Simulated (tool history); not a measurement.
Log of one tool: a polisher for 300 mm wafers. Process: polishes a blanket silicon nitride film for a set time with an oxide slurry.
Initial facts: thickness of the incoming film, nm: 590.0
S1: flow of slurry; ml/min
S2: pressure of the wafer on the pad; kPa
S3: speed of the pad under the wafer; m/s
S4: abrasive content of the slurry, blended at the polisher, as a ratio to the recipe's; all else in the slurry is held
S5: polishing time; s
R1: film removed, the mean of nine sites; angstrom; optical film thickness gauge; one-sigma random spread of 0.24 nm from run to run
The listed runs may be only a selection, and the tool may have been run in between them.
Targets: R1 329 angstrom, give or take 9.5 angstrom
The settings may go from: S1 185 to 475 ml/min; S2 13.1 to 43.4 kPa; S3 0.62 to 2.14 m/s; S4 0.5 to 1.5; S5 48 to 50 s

Run 1, hour 0: S1 305 ml/min, S2 28.3 kPa, S3 1.38 m/s, S4 1, S5 48 s. Result: R1 459.37 angstrom.
Run 2, hour 1.9: S1 305 ml/min, S2 28.3 kPa, S3 1.38 m/s, S4 1, S5 50 s. Result: R1 474.78 angstrom.
Run 3, hour 6: S1 305 ml/min, S2 26.9 kPa, S3 1.38 m/s, S4 1, S5 50 s. Result: R1 451.33 angstrom.
Run 4, hour 13.6: S1 305 ml/min, S2 26.2 kPa, S3 1.38 m/s, S4 1, S5 50 s. Result: R1 439.06 angstrom.
Run 5, hour 16.9: S1 305 ml/min, S2 25.5 kPa, S3 1.38 m/s, S4 1, S5 50 s. Result: R1 431.73 angstrom.
Run 6, hour 23.6: S1 370 ml/min, S2 25.5 kPa, S3 1.38 m/s, S4 1, S5 50 s. Result: R1 431.4 angstrom.
Run 7, hour 27.2: S1 370 ml/min, S2 24.8 kPa, S3 1.38 m/s, S4 1, S5 50 s. Result: R1 427.89 angstrom.
Run 8, hour 31.7: S1 370 ml/min, S2 24.1 kPa, S3 1.38 m/s, S4 1, S5 50 s. Result: R1 412.96 angstrom.
Run 9, hour 37.7: S1 370 ml/min, S2 23.4 kPa, S3 1.38 m/s, S4 1, S5 50 s. Result: R1 396.85 angstrom.
Run 10, hour 38.5: S1 370 ml/min, S2 22.8 kPa, S3 1.38 m/s, S4 1, S5 50 s. Result: R1 389.66 angstrom.
Run 11, hour 44.3: S1 370 ml/min, S2 22.1 kPa, S3 1.38 m/s, S4 1, S5 50 s. Result: R1 378.59 angstrom.
Run 12, hour 46.7: S1 370 ml/min, S2 21.4 kPa, S3 1.38 m/s, S4 1, S5 50 s. Result: R1 365.98 angstrom.
Run 13, hour 49.7: S1 370 ml/min, S2 20 kPa, S3 1.38 m/s, S4 1, S5 50 s. Result: R1 345.9 angstrom.

Which one of the following 5 next-run settings gets every result inside its allowed miss? There is exactly one.
Run A, hour 52.7: S1 385 ml/min, S2 20 kPa, S3 1.44 m/s, S4 1.1, S5 50 s. Result: R1 ?.
Run B, hour 52.7: S1 360 ml/min, S2 21.4 kPa, S3 1.42 m/s, S4 0.95, S5 50 s. Result: R1 ?.
Run C, hour 52.7: S1 405 ml/min, S2 18.6 kPa, S3 1.44 m/s, S4 0.95, S5 50 s. Result: R1 ?.
Run D, hour 52.7: S1 355 ml/min, S2 19.3 kPa, S3 1.28 m/s, S4 1, S5 49 s. Result: R1 ?.
Run E, hour 52.7: S1 330 ml/min, S2 17.9 kPa, S3 1.34 m/s, S4 1.05, S5 49 s. Result: R1 ?.

move      R1
   A   368.2
   B   366.1
   C  326.56
   D  305.08
   E  298.89
A: the biggest miss grows against the last run
B: the biggest miss grows against the last run
C: in spec on every target
D: takes the biggest miss from the last run beyond its target
E: takes the biggest miss from the last run beyond its target
So the answer is move C, the one that meets all the targets.

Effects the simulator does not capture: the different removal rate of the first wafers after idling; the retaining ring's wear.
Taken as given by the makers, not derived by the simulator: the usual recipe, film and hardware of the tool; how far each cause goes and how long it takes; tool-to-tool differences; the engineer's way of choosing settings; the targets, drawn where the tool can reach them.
